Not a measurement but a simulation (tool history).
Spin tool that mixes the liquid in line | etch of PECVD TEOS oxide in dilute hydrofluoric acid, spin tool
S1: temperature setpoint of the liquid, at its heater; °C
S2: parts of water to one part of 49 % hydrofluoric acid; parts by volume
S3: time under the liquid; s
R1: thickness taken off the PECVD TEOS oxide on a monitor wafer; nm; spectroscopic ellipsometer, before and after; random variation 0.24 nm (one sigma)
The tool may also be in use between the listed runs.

run  hour    S1   S2   S3      R1
  1     0    23  100  290  42.597
  2   4.7  23.5  100  290  43.327
  3  12.8    24  100  290  44.312
  4  21.6  24.5  100  290  45.344
  5  24.7  24.5  115  290  38.627
  6  32.9  27.5  115  290   43.45
  7  38.6    28  115  290  43.571

Run 8 comes next. What will it give?
  8  45.9  28.5  115  290   ?

R1: 45.051 nm
